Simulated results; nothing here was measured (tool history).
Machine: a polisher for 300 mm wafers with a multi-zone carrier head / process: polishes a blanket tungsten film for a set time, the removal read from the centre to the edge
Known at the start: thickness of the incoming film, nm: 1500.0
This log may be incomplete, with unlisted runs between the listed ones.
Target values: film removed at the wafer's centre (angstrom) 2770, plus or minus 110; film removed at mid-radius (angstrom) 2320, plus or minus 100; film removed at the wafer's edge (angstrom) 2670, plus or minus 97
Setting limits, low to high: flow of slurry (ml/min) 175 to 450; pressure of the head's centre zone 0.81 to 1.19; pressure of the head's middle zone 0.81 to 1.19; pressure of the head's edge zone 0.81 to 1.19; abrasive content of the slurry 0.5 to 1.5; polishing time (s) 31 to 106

run  hour  flow of slurry (ml/min)  pressure of the head's centre zone  pressure of the head's middle zone  pressure of the head's edge zone  abrasive content of the slurry  polishing time (s)  film removed at the wafer's centre (angstrom)  film removed at mid-radius (angstrom)  film removed at the wafer's edge (angstrom)
  1     0                      290                                   1                                   1                                 1                               1                  68                                         3839.1                                 3831.5                                       3785.5
  2   4.1                      290                                   1                                   1                                 1                               1                  57                                         3183.7                                   3118                                         3172
  3   5.5                      290                                   1                                0.98                              0.99                            0.95                  57                                         3222.5                                 3096.9                                       3063.3
  4     7                      290                                   1                                0.98                              0.99                            0.85                  57                                         3145.5                                 2966.5                                       3048.6
  5   7.7                      290                                   1                                0.98                              0.99                             0.7                  57                                         2987.6                                 2792.5                                       2918.8
  6   9.4                      290                                   1                                0.96                              0.99                            0.65                  57                                         2900.7                                 2858.9                                       2903.8
  7  18.3                      285                                1.02                                0.95                              1.01                            0.65                  56                                         2885.7                                 2641.3                                       2892.1
  8    25                      285                                1.02                                0.95                              1.01                            0.65                  56                                         2870.8                                 2727.8                                       2849.1
  9  33.6                      285                                1.04                                0.93                              1.02                            0.65                  56                                         2941.5                                 2649.5                                       2842.6
 10  37.7                      285                                1.04                                0.93                              1.02                            0.65                  56                                         2974.3                                   2650                                         2878
 11  43.4                      280                                1.04                                0.92                              1.02                            0.65                  56                                         2909.5                                 2652.9                                       2852.6
 12  50.8                      280                                1.05                                0.91                              1.03                            0.65                  56                                         2990.3                                 2587.6                                       2869.5
 13  51.5                      280                                1.05                                 0.9                              1.03                            0.65                  56                                         3046.8                                 2657.2                                       2908.5
 14  58.1                      275                                1.05                                 0.9                              1.04                            0.65                  56                                         3009.8                                   2545                                       2855.1
 15  61.9                      275                                1.05                                 0.9                              1.04                            0.65                  56                                         2887.4                                   2531                                       2872.6
 16  66.5                      275                                1.05                                 0.9                              1.04                            0.65                  56                                           2948                                 2558.9                                       2895.1

Exactly one of the 5 candidate moves below puts every result within its allowed miss. Which one?
  A  71.1                      320                                1.15                                0.94                              0.95                            0.65                  54                                              ?                                      ?                                            ?
  B  71.1                      200                                 1.1                                0.89                              1.02                            0.75                  55                                              ?                                      ?                                            ?
  C  71.1                      270                                1.09                                0.91                              1.05                             0.6                  56                                              ?                                      ?                                            ?
  D  71.1                      245                                0.84                                0.95                              1.11                            0.55                  64                                              ?                                      ?                                            ?
  E  71.1                      290                                1.12                                0.91                               1.1                            0.75                  49                                              ?                                      ?                                            ?

move  film removed at the wafer's centre (angstrom)  film removed at mid-radius (angstrom)  film removed at the wafer's edge (angstrom)
   A                                         3150.8                                 2605.8                                       2715.6
   B                                         2989.3                                 2454.6                                       2812.6
   C                                         3038.5                                 2545.6                                       2872.9
   D                                         2833.4                                 2935.6                                       3291.4
   E                                           2851                                 2340.9                                         2699
A: lands further from the targets than the last run did
B: closes in on the targets versus the last run, not all within tolerance yet
C: as far off as the last run
D: lands further from the targets than the last run did
E: in spec on every target
Correct choice: E, which meets every target
